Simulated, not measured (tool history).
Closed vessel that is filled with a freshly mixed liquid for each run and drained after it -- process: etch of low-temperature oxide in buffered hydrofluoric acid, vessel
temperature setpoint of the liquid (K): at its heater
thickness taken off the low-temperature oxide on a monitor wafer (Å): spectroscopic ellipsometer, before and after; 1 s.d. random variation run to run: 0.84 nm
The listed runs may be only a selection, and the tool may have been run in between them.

run,hour,temperature setpoint of the liquid (K),parts of 40 % ammonium fluoride to one part of 49 % hydrofluoric acid (parts by volume),time in the liquid (s),thickness taken off the low-temperature oxide on a monitor wafer (Å)
1,0.0,294.15,11.5,95,3398.4
2,0.9,294.15,11.5,95,3418.1
3,2.4,294.15,10.0,95,3921.5
4,8.6,294.15,12.5,95,3161.4
5,13.8,294.15,12.5,95,3151.2
6,17.5,293.65,12.5,95,3060.1
7,26.5,293.65,12.5,95,3066.4
8,30.8,293.15,12.5,95,3000.5
9,33.5,292.65,12.5,95,2894.2

Expected results for the next run?
10,38.8,291.15,12.5,95,?

thickness taken off the low-temperature oxide on a monitor wafer (Å): 2667.0

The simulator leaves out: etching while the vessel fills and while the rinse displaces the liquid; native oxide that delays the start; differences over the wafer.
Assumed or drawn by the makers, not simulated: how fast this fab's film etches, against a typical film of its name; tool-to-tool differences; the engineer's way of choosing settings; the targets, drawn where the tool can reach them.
